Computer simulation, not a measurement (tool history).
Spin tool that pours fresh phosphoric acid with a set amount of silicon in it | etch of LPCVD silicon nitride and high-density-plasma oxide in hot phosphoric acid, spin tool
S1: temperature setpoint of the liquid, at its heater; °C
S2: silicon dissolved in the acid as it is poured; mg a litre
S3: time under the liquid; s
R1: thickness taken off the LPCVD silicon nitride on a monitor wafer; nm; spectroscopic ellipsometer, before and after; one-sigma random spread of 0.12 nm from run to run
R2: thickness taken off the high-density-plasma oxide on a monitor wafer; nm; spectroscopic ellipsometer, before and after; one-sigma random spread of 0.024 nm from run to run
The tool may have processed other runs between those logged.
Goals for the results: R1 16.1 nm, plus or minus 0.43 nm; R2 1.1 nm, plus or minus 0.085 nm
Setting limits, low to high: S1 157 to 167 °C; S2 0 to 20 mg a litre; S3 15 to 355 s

run 1 hour=0 | S1=162 S2=9 S3=180 | R1=14.163 R2=1.1034
run 2 hour=3.5 | S1=162 S2=9 S3=110 | R1=8.7672 R2=0.65836
run 3 hour=10 | S1=162 S2=9 S3=50 | R1=3.9651 R2=0.312
run 4 hour=13.1 | S1=162 S2=9 S3=15 | R1=1.1845 R2=0.089464
run 5 hour=14.2 | S1=162.5 S2=10.5 S3=35 | R1=2.806 R2=0.21857
run 6 hour=23.2 | S1=163 S2=12 S3=45 | R1=3.6585 R2=0.27915
run 7 hour=28.6 | S1=163 S2=12 S3=45 | R1=3.6693 R2=0.27177
run 8 hour=29.7 | S1=163.5 S2=13 S3=50 | R1=4.1118 R2=0.30757
run 9 hour=37.5 | S1=164 S2=14 S3=60 | R1=5.0374 R2=0.38339
run 10 hour=44.4 | S1=165.5 S2=19.5 S3=150 | R1=13.113 R2=0.88092
run 11 hour=53.1 | S1=166 S2=20 S3=160 | R1=14.398 R2=0.98641
run 12 hour=61.7 | S1=166 S2=20 S3=165 | R1=14.627 R2=1.028
run 13 hour=66.2 | S1=165.5 S2=20 S3=175 | R1=15.555 R2=1.0446

Which single option among these 5 for the next run brings every result within its allowed miss of target? Just one does.
run A hour=70.7 | S1=167 S2=20 S3=155 | R1=? R2=?
run B hour=70.7 | S1=165 S2=19 S3=185 | R1=? R2=?
run C hour=70.7 | S1=167 S2=20 S3=165 | R1=? R2=?
run D hour=70.7 | S1=162.5 S2=20 S3=195 | R1=? R2=?
run E hour=70.7 | S1=165.5 S2=19.5 S3=170 | R1=? R2=?

move=A R1=14.455 R2=0.98642
move=B R1=16.161 R2=1.0484
move=C R1=15.388 R2=1.0501
move=D R1=15.685 R2=0.89552
move=E R1=15.096 R2=0.98499
A: misses by more than the last run did
B: all results in spec
C: misses by more than the last run did
D: puts the biggest miss on target and leaves a different result outside tolerance
E: misses by more than the last run did
The right move is B.
